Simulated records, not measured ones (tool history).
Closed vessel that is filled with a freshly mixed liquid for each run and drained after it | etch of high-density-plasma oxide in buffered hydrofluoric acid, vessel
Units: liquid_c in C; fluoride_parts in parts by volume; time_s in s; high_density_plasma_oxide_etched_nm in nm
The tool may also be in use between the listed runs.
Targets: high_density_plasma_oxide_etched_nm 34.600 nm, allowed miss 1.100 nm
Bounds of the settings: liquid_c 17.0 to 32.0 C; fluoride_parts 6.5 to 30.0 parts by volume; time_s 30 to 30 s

run  hour  liquid_c  fluoride_parts  time_s  high_density_plasma_oxide_etched_nm
  1   0.0      24.0            18.5      30                               21.935
  2   2.1      24.0            16.0      30                               25.396
  3   8.2      24.5            16.0      30                               26.407
  4  12.8      24.5            16.0      30                               26.378
  5  20.3      22.0            16.0      30                               23.035
  6  24.8      19.0            16.0      30                               19.380
  7  28.7      20.0            16.0      30                               20.739
  8  35.5      21.0            16.0      30                               21.598
  9  43.4      22.0            16.0      30                               23.105
 10  49.3      23.0            16.0      30                               23.967
 11  54.8      24.0            16.0      30                               25.833
 12  58.3      24.5            16.0      30                               26.094
 13  59.9      25.0            16.0      30                               26.913
 14  64.9      25.5            16.0      30                               27.820
 15  69.9      26.0            16.0      30                               28.861
 16  72.2      26.5            16.0      30                               29.156
 17  76.7      27.0            16.0      30                               30.504
 18  78.4      27.5            16.0      30                               31.141
 19  79.3      28.5            16.0      30                               32.993

Which of these 4 next moves meets every target?
  A  80.2      30.0            18.5      30                                    ?
  B  80.2      24.5            12.0      30                                    ?
  C  80.2      29.0            16.5      30                                    ?
  D  80.2      29.0            17.5      30                                    ?

move  high_density_plasma_oxide_etched_nm
   A                               31.031
   B                               35.347
   C                               32.935
   D                               31.085
A: further off than the last run
B: meets every target
C: as far off as the last run
D: further off than the last run
Answer: B
